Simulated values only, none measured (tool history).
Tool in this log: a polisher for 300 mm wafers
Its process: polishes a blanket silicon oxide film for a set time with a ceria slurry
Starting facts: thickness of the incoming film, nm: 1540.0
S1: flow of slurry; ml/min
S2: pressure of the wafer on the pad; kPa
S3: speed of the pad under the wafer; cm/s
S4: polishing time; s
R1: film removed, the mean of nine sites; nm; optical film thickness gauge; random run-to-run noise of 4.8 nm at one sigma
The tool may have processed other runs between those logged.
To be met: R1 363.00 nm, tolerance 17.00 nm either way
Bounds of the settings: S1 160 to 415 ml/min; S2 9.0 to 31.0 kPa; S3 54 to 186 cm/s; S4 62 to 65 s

| run | hour | S1 | S2 | S3 | S4 | R1 |
|---|---|---|---|---|---|---|
| 1 | 0.0 | 265 | 20.0 | 118 | 62 | 261.36 |
| 2 | 3.2 | 265 | 22.1 | 118 | 62 | 281.34 |
| 3 | 10.7 | 265 | 22.1 | 118 | 65 | 296.02 |
| 4 | 18.4 | 265 | 22.8 | 118 | 65 | 305.21 |
| 5 | 22.3 | 265 | 22.8 | 118 | 65 | 303.33 |
| 6 | 28.9 | 265 | 22.8 | 118 | 62 | 296.77 |
| 7 | 33.5 | 265 | 22.8 | 118 | 62 | 294.46 |
| 8 | 40.5 | 265 | 23.4 | 118 | 62 | 303.58 |
| 9 | 49.0 | 265 | 24.1 | 118 | 62 | 310.71 |
| 10 | 56.3 | 265 | 24.8 | 118 | 62 | 316.02 |
| 11 | 59.5 | 265 | 25.5 | 118 | 62 | 328.38 |

Consider the 4 candidate settings below. Which is the only one whose results all fall within their allowed miss of target?
| A | 62.7 | 280 | 24.1 | 114 | 65 | ? |
| B | 62.7 | 325 | 22.8 | 128 | 62 | ? |
| C | 62.7 | 225 | 23.4 | 138 | 65 | ? |
| D | 62.7 | 230 | 22.1 | 136 | 62 | ? |

| move | R1 |
|---|---|
| A | 307.00 |
| B | 313.56 |
| C | 351.06 |
| D | 312.00 |
A: further off than the last run
B: further off than the last run
C: all results land within tolerance of their targets
D: further off than the last run
Correct choice: C, which meets every target
